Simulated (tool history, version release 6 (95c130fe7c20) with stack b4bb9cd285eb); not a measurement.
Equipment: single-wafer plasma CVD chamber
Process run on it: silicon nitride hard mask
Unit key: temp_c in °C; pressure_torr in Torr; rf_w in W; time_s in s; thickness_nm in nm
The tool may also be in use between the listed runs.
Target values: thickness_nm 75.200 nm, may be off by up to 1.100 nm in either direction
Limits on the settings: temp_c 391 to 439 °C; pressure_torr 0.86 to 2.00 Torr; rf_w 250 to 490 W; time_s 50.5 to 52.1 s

| run | hour | temp_c | pressure_torr | rf_w | time_s | thickness_nm |
|---|---|---|---|---|---|---|
| 1 | 0.0 | 415 | 1.43 | 370 | 50.5 | 65.682 |
| 2 | 2.4 | 415 | 1.52 | 375 | 50.5 | 67.290 |
| 3 | 8.4 | 415 | 1.60 | 380 | 50.5 | 69.301 |
| 4 | 11.0 | 411 | 1.60 | 380 | 50.5 | 68.839 |
| 5 | 19.7 | 411 | 1.84 | 380 | 50.5 | 71.664 |
| 6 | 24.1 | 411 | 1.71 | 380 | 50.5 | 70.598 |
| 7 | 26.8 | 411 | 1.76 | 380 | 50.5 | 70.880 |
| 8 | 27.7 | 411 | 1.80 | 385 | 50.5 | 71.880 |
| 9 | 30.5 | 411 | 1.83 | 385 | 50.5 | 72.725 |
| 10 | 31.6 | 411 | 1.86 | 385 | 50.5 | 72.529 |
| 11 | 35.9 | 411 | 1.88 | 385 | 50.5 | 72.831 |
| 12 | 37.0 | 411 | 1.90 | 385 | 50.5 | 73.013 |
| 13 | 41.3 | 411 | 1.91 | 385 | 50.5 | 73.399 |
| 14 | 45.6 | 411 | 1.92 | 385 | 50.5 | 73.109 |
| 15 | 47.1 | 411 | 1.93 | 385 | 50.5 | 73.313 |
| 16 | 50.1 | 411 | 1.94 | 385 | 50.5 | 73.088 |
| 17 | 52.2 | 411 | 1.95 | 385 | 50.5 | 73.452 |
| 18 | 55.3 | 411 | 1.96 | 385 | 50.5 | 73.839 |
| 19 | 61.9 | 411 | 1.97 | 385 | 50.5 | 73.580 |
| 20 | 63.4 | 411 | 1.98 | 385 | 50.5 | 73.832 |

Exercise: of the 5 proposed moves below, exactly one satisfies all targets within the stated allowed misses. Which move is it?
| A | 64.9 | 414 | 1.94 | 370 | 50.8 | ? |
| B | 64.9 | 424 | 1.85 | 395 | 50.6 | ? |
| C | 64.9 | 418 | 1.93 | 385 | 51.9 | ? |
| D | 64.9 | 405 | 2.00 | 360 | 52.0 | ? |
| E | 64.9 | 410 | 1.89 | 380 | 50.6 | ? |

| move | thickness_nm |
|---|---|
| A | 71.590 |
| B | 73.510 |
| C | 75.066 |
| D | 72.637 |
| E | 72.338 |
A: moves away from the targets compared with the last run
B: moves away from the targets compared with the last run
C: hits every target within its allowed miss
D: moves away from the targets compared with the last run
E: moves away from the targets compared with the last run
Go with C: it meets all targets.
